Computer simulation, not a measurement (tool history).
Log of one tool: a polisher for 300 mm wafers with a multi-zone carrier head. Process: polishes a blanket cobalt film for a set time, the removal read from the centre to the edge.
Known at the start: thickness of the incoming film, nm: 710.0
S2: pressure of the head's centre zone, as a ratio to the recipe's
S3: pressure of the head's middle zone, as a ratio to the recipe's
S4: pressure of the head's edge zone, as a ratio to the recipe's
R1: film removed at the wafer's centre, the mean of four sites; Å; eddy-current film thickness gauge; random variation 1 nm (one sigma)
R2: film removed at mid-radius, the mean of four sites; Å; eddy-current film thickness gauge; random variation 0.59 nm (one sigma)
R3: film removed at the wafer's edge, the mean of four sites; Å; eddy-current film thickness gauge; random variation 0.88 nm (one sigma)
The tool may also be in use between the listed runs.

{"run": 1, "day": 0.0, "flow of slurry (ml/min)": 305, "S2": 1, "S3": 1, "S4": 1, "polishing time (s)": 34, "R1": 740.17, "R2": 763.64, "R3": 752.39}
{"run": 2, "day": 0.35, "flow of slurry (ml/min)": 310, "S2": 1.03, "S3": 1, "S4": 1.04, "polishing time (s)": 35, "R1": 781.33, "R2": 782.22, "R3": 778.22}
{"run": 3, "day": 0.725, "flow of slurry (ml/min)": 310, "S2": 1.04, "S3": 0.99, "S4": 1.06, "polishing time (s)": 36, "R1": 818.21, "R2": 791.44, "R3": 826.36}
{"run": 4, "day": 0.775, "flow of slurry (ml/min)": 315, "S2": 1.06, "S3": 1, "S4": 1.08, "polishing time (s)": 36, "R1": 827.16, "R2": 806.12, "R3": 815}
{"run": 5, "day": 0.954, "flow of slurry (ml/min)": 315, "S2": 1.06, "S3": 0.96, "S4": 1.08, "polishing time (s)": 36, "R1": 823.56, "R2": 781.11, "R3": 815.29}
{"run": 6, "day": 1.079, "flow of slurry (ml/min)": 315, "S2": 1.07, "S3": 0.96, "S4": 1.1, "polishing time (s)": 37, "R1": 855.22, "R2": 808.73, "R3": 855.24}
{"run": 7, "day": 1.375, "flow of slurry (ml/min)": 315, "S2": 1.07, "S3": 0.96, "S4": 1.1, "polishing time (s)": 37, "R1": 852.79, "R2": 795.79, "R3": 863.11}

Run 8 comes next. What will it give?
{"run": 8, "day": 1.504, "flow of slurry (ml/min)": 320, "S2": 1.08, "S3": 0.97, "S4": 1.11, "polishing time (s)": 37, "R1": "?", "R2": "?", "R3": "?"}

Run 8 gave R1 885.09 Å, R2 812.16 Å, R3 861.24 Å.
